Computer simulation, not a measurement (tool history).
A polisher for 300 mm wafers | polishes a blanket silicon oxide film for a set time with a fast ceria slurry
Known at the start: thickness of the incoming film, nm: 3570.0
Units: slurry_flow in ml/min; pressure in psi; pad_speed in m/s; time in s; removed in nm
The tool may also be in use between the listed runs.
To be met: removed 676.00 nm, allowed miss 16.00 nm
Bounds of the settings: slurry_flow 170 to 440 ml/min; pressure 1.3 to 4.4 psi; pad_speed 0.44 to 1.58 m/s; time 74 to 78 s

Run 1, hour 0.0: slurry_flow 280 ml/min, pressure 2.8 psi, pad_speed 1.00 m/s, time 74 s. Result: removed 966.12 nm.
Run 2, hour 3.1: slurry_flow 280 ml/min, pressure 2.8 psi, pad_speed 1.00 m/s, time 78 s. Result: removed 1013.90 nm.
Run 3, hour 11.2: slurry_flow 280 ml/min, pressure 3.4 psi, pad_speed 1.00 m/s, time 78 s. Result: removed 1232.90 nm.
Run 4, hour 17.7: slurry_flow 275 ml/min, pressure 2.8 psi, pad_speed 1.00 m/s, time 78 s. Result: removed 1006.10 nm.
Run 5, hour 26.5: slurry_flow 260 ml/min, pressure 2.4 psi, pad_speed 1.00 m/s, time 78 s. Result: removed 865.28 nm.
Run 6, hour 28.0: slurry_flow 245 ml/min, pressure 2.2 psi, pad_speed 1.00 m/s, time 78 s. Result: removed 791.20 nm.
At hour 32.5: slurry nozzle cleaned.
Run 7, hour 32.5: slurry_flow 230 ml/min, pressure 2.1 psi, pad_speed 1.00 m/s, time 78 s. Result: removed 774.55 nm.
Run 8, hour 41.5: slurry_flow 230 ml/min, pressure 2.0 psi, pad_speed 1.00 m/s, time 78 s. Result: removed 738.84 nm.
Run 9, hour 49.3: slurry_flow 230 ml/min, pressure 2.0 psi, pad_speed 1.00 m/s, time 78 s. Result: removed 735.58 nm.
Run 10, hour 50.5: slurry_flow 230 ml/min, pressure 2.0 psi, pad_speed 1.00 m/s, time 78 s. Result: removed 733.65 nm.
Run 11, hour 58.0: slurry_flow 220 ml/min, pressure 1.9 psi, pad_speed 1.00 m/s, time 78 s. Result: removed 704.15 nm.

5 next moves are on the table. One of them brings every result within its allowed miss. Which?
Run A, hour 65.5: slurry_flow 250 ml/min, pressure 1.9 psi, pad_speed 0.96 m/s, time 78 s. Result: removed ?.
Run B, hour 65.5: slurry_flow 260 ml/min, pressure 1.9 psi, pad_speed 1.06 m/s, time 78 s. Result: removed ?.
Run C, hour 65.5: slurry_flow 170 ml/min, pressure 1.9 psi, pad_speed 1.06 m/s, time 76 s. Result: removed ?.
Run D, hour 65.5: slurry_flow 250 ml/min, pressure 2.1 psi, pad_speed 0.92 m/s, time 78 s. Result: removed ?.
Run E, hour 65.5: slurry_flow 275 ml/min, pressure 2.3 psi, pad_speed 0.78 m/s, time 74 s. Result: removed ?.

move  removed
   A   680.28
   B   750.66
   C   713.12
   D   718.07
   E   637.30
A: meets every target
B: further off than the last run
C: further off than the last run
D: further off than the last run
E: takes the result that was furthest off past its target
The right move is A.
